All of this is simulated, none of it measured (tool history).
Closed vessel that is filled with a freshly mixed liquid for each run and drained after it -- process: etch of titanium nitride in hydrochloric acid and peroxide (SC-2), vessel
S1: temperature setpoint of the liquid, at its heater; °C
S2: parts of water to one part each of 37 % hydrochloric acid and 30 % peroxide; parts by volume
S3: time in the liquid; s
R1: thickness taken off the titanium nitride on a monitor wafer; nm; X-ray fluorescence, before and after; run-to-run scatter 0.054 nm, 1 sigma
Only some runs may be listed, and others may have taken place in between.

run	day	S1	S2	S3	R1
1	0.000	63.0	7.5	315	20.329
2	0.104	63.0	7.5	340	21.800
3	0.150	70.0	7.5	340	33.439
4	0.512	68.5	7.5	340	30.718
5	0.842	67.5	7.5	340	28.726
6	0.962	66.5	7.5	340	27.138
7	1.154	65.5	7.5	340	25.500

Run 8 has not been measured yet. What should we expect?
8	1.275	58.0	7.5	340	?

R1: 16.048 nm
